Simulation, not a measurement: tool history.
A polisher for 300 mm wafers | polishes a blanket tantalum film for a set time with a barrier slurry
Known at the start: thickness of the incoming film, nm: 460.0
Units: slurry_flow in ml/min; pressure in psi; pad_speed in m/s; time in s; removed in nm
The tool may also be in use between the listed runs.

run,hour,slurry_flow,pressure,pad_speed,slurry_solids,time,removed
1,0,260,1.5,1.1,1,20,27.476
2,2.8,265,1.6,1.1,1,20,29.033
3,5.7,265,1.7,1.1,1,20,30.894
4,12.4,265,1.8,1.1,1,20,32.986
5,19.2,265,2,1.1,1,20,36.446
6,20.5,265,2,0.94,1,20,31.241
7,21.4,265,2,0.94,1,20,31.196
8,23.8,270,2.1,0.94,1,20,32.751
9,29.1,270,2.1,0.96,1,20,33.55
10,30.6,270,2.2,0.98,1,20,35.663

Forecast run 11:
# hour 34.9: worn pad replaced by a new one
11,34.9,270,2.3,1,1,20,?

{"run 11": {"removed": 41.095}}
